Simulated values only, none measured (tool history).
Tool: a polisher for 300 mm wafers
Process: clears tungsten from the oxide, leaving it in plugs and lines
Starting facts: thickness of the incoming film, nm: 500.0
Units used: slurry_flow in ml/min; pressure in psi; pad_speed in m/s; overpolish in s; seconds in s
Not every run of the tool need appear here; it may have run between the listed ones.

{"run": 1, "hour": 0.0, "slurry_flow": 285, "pressure": 4.4, "pad_speed": 1.08, "slurry_solids": 1.0, "overpolish": 5, "seconds": 65.88}
{"run": 2, "hour": 8.9, "slurry_flow": 315, "pressure": 4.4, "pad_speed": 1.08, "slurry_solids": 1.0, "overpolish": 5, "seconds": 65.463}
{"run": 3, "hour": 17.3, "slurry_flow": 315, "pressure": 4.4, "pad_speed": 1.08, "slurry_solids": 1.0, "overpolish": 5, "seconds": 64.35}
{"run": 4, "hour": 18.6, "slurry_flow": 315, "pressure": 5.2, "pad_speed": 1.08, "slurry_solids": 1.0, "overpolish": 5, "seconds": 54.645}
{"run": 5, "hour": 27.2, "slurry_flow": 315, "pressure": 5.2, "pad_speed": 0.86, "slurry_solids": 1.0, "overpolish": 5, "seconds": 66.16}
{"run": 6, "hour": 35.0, "slurry_flow": 315, "pressure": 4.2, "pad_speed": 0.86, "slurry_solids": 1.0, "overpolish": 5, "seconds": 81.478}
{"run": 7, "hour": 40.4, "slurry_flow": 315, "pressure": 4.2, "pad_speed": 0.86, "slurry_solids": 1.0, "overpolish": 5, "seconds": 82.969}
{"run": 8, "hour": 49.1, "slurry_flow": 315, "pressure": 4.0, "pad_speed": 0.86, "slurry_solids": 1.0, "overpolish": 5, "seconds": 85.325}
{"run": 9, "hour": 51.7, "slurry_flow": 315, "pressure": 3.8, "pad_speed": 0.86, "slurry_solids": 1.0, "overpolish": 5, "seconds": 90.482}
{"run": 10, "hour": 59.5, "slurry_flow": 315, "pressure": 3.7, "pad_speed": 0.86, "slurry_solids": 1.0, "overpolish": 5, "seconds": 92.771}

Predict the results of run 11:
{"run": 11, "hour": 65.3, "slurry_flow": 315, "pressure": 3.6, "pad_speed": 0.86, "slurry_solids": 1.0, "overpolish": 5, "seconds": "?"}

{"run 11": {"seconds": 96.045}}

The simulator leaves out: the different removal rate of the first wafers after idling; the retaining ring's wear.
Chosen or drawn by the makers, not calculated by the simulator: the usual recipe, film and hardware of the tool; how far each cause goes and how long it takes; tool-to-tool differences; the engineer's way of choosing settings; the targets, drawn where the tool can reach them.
